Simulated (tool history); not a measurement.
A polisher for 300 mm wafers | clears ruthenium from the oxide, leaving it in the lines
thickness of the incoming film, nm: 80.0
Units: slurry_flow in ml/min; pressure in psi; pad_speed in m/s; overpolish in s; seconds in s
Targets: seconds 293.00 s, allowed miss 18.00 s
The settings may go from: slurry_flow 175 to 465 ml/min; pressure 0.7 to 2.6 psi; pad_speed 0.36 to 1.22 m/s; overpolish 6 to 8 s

Run 1, hour 0.0: slurry_flow 295 ml/min, pressure 1.6 psi, pad_speed 0.78 m/s, overpolish 8 s. Result: seconds 134.53 s.
Run 2, hour 8.5: slurry_flow 295 ml/min, pressure 1.5 psi, pad_speed 0.76 m/s, overpolish 8 s. Result: seconds 143.21 s.
Run 3, hour 12.3: slurry_flow 295 ml/min, pressure 1.5 psi, pad_speed 0.76 m/s, overpolish 8 s. Result: seconds 142.02 s.
Run 4, hour 15.6: slurry_flow 295 ml/min, pressure 1.8 psi, pad_speed 0.76 m/s, overpolish 8 s. Result: seconds 121.67 s.
Run 5, hour 24.3: slurry_flow 355 ml/min, pressure 1.8 psi, pad_speed 0.76 m/s, overpolish 8 s. Result: seconds 125.58 s.
Run 6, hour 31.5: slurry_flow 355 ml/min, pressure 1.7 psi, pad_speed 0.74 m/s, overpolish 8 s. Result: seconds 139.42 s.
Run 7, hour 39.0: slurry_flow 350 ml/min, pressure 1.2 psi, pad_speed 0.64 m/s, overpolish 8 s. Result: seconds 188.21 s.
Run 8, hour 41.4: slurry_flow 350 ml/min, pressure 1.2 psi, pad_speed 0.64 m/s, overpolish 8 s. Result: seconds 194.98 s.
Run 9, hour 44.0: slurry_flow 350 ml/min, pressure 1.1 psi, pad_speed 0.62 m/s, overpolish 8 s. Result: seconds 216.10 s.
Run 10, hour 49.8: slurry_flow 350 ml/min, pressure 0.9 psi, pad_speed 0.58 m/s, overpolish 8 s. Result: seconds 256.54 s.

Which of these 4 next moves meets every target?
Run A, hour 55.6: slurry_flow 395 ml/min, pressure 1.0 psi, pad_speed 0.68 m/s, overpolish 8 s. Result: seconds ?.
Run B, hour 55.6: slurry_flow 330 ml/min, pressure 0.8 psi, pad_speed 0.54 m/s, overpolish 6 s. Result: seconds ?.
Run C, hour 55.6: slurry_flow 350 ml/min, pressure 0.9 psi, pad_speed 0.62 m/s, overpolish 8 s. Result: seconds ?.
Run D, hour 55.6: slurry_flow 355 ml/min, pressure 1.0 psi, pad_speed 0.64 m/s, overpolish 8 s. Result: seconds ?.

move  seconds
   A   205.21
   B   293.52
   C   240.09
   D   218.94
A: further off than the last run
B: meets every target
C: further off than the last run
D: further off than the last run
The right move is B.
